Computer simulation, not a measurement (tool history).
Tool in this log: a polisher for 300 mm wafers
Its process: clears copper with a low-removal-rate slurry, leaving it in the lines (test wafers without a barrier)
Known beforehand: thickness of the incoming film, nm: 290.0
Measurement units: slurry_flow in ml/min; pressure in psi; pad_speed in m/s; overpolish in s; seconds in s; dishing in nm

Run 1, hour 0.0: slurry_flow 305 ml/min, pressure 2.5 psi, pad_speed 1.20 m/s, slurry_solids 1.00, overpolish 14 s. Result: seconds 91.982 s, dishing 26.450 nm.
Run 2, hour 7.0: slurry_flow 305 ml/min, pressure 2.5 psi, pad_speed 1.20 m/s, slurry_solids 1.00, overpolish 16 s. Result: seconds 92.694 s, dishing 28.681 nm.
Run 3, hour 13.7: slurry_flow 305 ml/min, pressure 2.8 psi, pad_speed 1.22 m/s, slurry_solids 1.00, overpolish 16 s. Result: seconds 80.110 s, dishing 32.552 nm.
Run 4, hour 17.9: slurry_flow 305 ml/min, pressure 3.0 psi, pad_speed 1.22 m/s, slurry_solids 1.00, overpolish 16 s. Result: seconds 77.841 s, dishing 34.175 nm.
Run 5, hour 23.2: slurry_flow 305 ml/min, pressure 3.0 psi, pad_speed 0.94 m/s, slurry_solids 1.00, overpolish 16 s. Result: seconds 92.083 s, dishing 30.617 nm.
Run 6, hour 29.3: slurry_flow 305 ml/min, pressure 3.0 psi, pad_speed 1.16 m/s, slurry_solids 1.00, overpolish 16 s. Result: seconds 79.822 s, dishing 34.461 nm.
Run 7, hour 36.5: slurry_flow 305 ml/min, pressure 3.2 psi, pad_speed 1.22 m/s, slurry_solids 1.00, overpolish 15 s. Result: seconds 73.160 s, dishing 35.621 nm.

Forecast run 8:
Run 8, hour 44.6: slurry_flow 310 ml/min, pressure 3.9 psi, pad_speed 1.48 m/s, slurry_solids 1.05, overpolish 13 s. Result: seconds ?, dishing ?.

Run 8 measured seconds 49.944 s, dishing 43.230 nm.
